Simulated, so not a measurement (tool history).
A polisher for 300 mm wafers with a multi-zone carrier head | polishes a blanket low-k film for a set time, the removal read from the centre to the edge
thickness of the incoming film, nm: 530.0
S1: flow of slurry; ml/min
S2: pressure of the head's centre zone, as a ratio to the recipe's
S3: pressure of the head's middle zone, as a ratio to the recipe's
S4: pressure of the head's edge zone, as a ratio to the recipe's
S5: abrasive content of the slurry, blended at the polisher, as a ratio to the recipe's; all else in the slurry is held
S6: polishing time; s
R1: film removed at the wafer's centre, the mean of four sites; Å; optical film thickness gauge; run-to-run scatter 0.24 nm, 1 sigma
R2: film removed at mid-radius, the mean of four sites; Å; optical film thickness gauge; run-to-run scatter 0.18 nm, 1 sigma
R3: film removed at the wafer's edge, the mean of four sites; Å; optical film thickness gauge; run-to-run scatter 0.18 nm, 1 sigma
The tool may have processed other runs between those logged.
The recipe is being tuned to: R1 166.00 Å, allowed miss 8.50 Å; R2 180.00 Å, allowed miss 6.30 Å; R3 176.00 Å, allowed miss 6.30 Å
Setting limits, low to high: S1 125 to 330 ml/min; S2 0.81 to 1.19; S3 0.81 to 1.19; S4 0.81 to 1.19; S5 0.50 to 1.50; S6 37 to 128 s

run,hour,S1,S2,S3,S4,S5,S6,R1,R2,R3
1,0.0,210,1.00,1.00,1.00,1.00,82,239.74,250.52,240.92
2,5.8,205,0.97,0.98,0.97,0.85,81,219.93,226.22,225.69
3,11.6,205,0.97,0.94,0.97,0.85,81,222.93,216.99,219.76
4,14.9,205,0.97,0.94,0.97,0.85,72,199.34,190.23,196.81
5,21.0,205,0.97,0.94,0.97,0.85,52,143.46,140.07,140.38
6,21.6,205,0.97,0.91,0.97,0.85,52,143.85,138.03,142.63
7,25.3,215,0.98,0.94,1.00,0.95,52,147.85,144.68,150.61
8,28.7,220,0.99,0.97,1.01,1.05,52,160.11,155.74,157.11
9,32.7,225,0.98,1.00,1.03,1.10,52,160.87,162.66,158.99
10,39.2,225,0.97,1.01,1.06,1.15,52,161.00,169.49,166.87
11,47.5,225,0.97,1.02,1.07,1.15,52,158.44,171.45,163.09
12,53.2,225,0.97,1.02,1.07,1.15,52,160.19,167.41,168.20
13,58.1,230,0.97,1.03,1.08,1.15,52,160.44,169.65,166.93

Pick the move, out of 4, that brings all results within their allowed miss; only one does.
A,63.0,260,1.00,0.90,1.17,1.10,53,?,?,?
B,63.0,245,0.92,1.00,1.01,1.05,58,?,?,?
C,63.0,155,1.05,1.08,1.02,1.50,47,?,?,?
D,63.0,145,1.06,1.02,1.18,1.20,54,?,?,?

move,R1,R2,R3
A,169.23,156.20,178.21
B,168.70,180.88,177.05
C,163.01,166.64,156.64
D,173.20,168.29,178.54
A: misses by more than the last run did
B: every result within its allowed miss
C: misses by more than the last run did
D: misses by more than the last run did
Move B is the one to make.

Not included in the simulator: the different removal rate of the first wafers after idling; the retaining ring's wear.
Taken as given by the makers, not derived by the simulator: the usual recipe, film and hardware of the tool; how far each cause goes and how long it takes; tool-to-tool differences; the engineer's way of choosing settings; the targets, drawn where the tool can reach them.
